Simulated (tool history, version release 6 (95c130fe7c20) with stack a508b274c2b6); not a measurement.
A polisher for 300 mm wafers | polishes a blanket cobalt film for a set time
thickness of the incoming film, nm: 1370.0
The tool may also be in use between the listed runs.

| run | hour | flow of slurry (ml/min) | pressure of the wafer on the pad (psi) | speed of the pad under the wafer (cm/s) | polishing time (s) | film removed (angstrom) |
|---|---|---|---|---|---|---|
| 1 | 0 | 140 | 2.4 | 110 | 35 | 1837.3 |
| 2 | 5.5 | 140 | 2.2 | 110 | 35 | 1702 |
| 3 | 6.5 | 120 | 2.2 | 110 | 35 | 1669.7 |
| 4 | 15.1 | 120 | 2.7 | 110 | 35 | 2025 |
| 5 | 19.1 | 120 | 2.4 | 108 | 35 | 1772.1 |
| 6 | 25.8 | 100 | 2.4 | 108 | 35 | 1726.2 |
| 7 | 33.4 | 100 | 2.2 | 108 | 35 | 1542.5 |
| 8 | 42 | 100 | 2.1 | 108 | 35 | 1447.8 |

Forecast run 9:
| 9 | 49 | 100 | 2 | 108 | 35 | ? |

Run 9 gave film removed (angstrom) 1403.4.
